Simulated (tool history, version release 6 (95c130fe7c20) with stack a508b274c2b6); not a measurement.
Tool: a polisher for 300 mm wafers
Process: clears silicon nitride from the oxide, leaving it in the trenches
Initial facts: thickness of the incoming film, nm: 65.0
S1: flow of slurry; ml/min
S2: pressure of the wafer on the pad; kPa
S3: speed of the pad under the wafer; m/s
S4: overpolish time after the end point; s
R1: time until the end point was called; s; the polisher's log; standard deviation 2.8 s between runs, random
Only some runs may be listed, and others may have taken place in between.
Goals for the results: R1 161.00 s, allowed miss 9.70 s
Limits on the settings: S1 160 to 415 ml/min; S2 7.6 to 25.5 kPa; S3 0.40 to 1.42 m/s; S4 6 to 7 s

{"run": 1, "hour": 0.0, "S1": 265, "S2": 16.5, "S3": 0.9, "S4": 7, "R1": 110.06}
{"run": 2, "hour": 8.8, "S1": 235, "S2": 16.5, "S3": 0.9, "S4": 7, "R1": 113.25}
{"run": 3, "hour": 16.0, "S1": 235, "S2": 15.9, "S3": 0.9, "S4": 7, "R1": 117.08}
{"run": 4, "hour": 24.6, "S1": 295, "S2": 15.9, "S3": 0.9, "S4": 7, "R1": 113.48}
{"hour": 28.9, "done": "worn pad replaced by a new one"}
{"run": 5, "hour": 28.9, "S1": 295, "S2": 15.2, "S3": 0.9, "S4": 7, "R1": 107.5}
{"run": 6, "hour": 32.3, "S1": 295, "S2": 15.2, "S3": 0.7, "S4": 7, "R1": 132.21}
{"run": 7, "hour": 41.0, "S1": 290, "S2": 14.5, "S3": 0.7, "S4": 7, "R1": 140.85}
{"run": 8, "hour": 43.9, "S1": 285, "S2": 14.5, "S3": 0.7, "S4": 7, "R1": 148.72}

4 next moves are on the table. One of them brings every result within its allowed miss. Which?
{"run": "A", "hour": 46.8, "S1": 275, "S2": 11.0, "S3": 0.68, "S4": 7, "R1": "?"}
{"run": "B", "hour": 46.8, "S1": 285, "S2": 11.0, "S3": 0.94, "S4": 7, "R1": "?"}
{"run": "C", "hour": 46.8, "S1": 370, "S2": 12.4, "S3": 0.7, "S4": 6, "R1": "?"}
{"run": "D", "hour": 46.8, "S1": 245, "S2": 20.0, "S3": 0.56, "S4": 6, "R1": "?"}

move=A R1=194.11
move=B R1=143.33
move=C R1=165.00
move=D R1=131.75
A: carries the result that was furthest off beyond its target, to the other side
B: further off than the last run
C: every result within its allowed miss
D: further off than the last run
The right move is C.

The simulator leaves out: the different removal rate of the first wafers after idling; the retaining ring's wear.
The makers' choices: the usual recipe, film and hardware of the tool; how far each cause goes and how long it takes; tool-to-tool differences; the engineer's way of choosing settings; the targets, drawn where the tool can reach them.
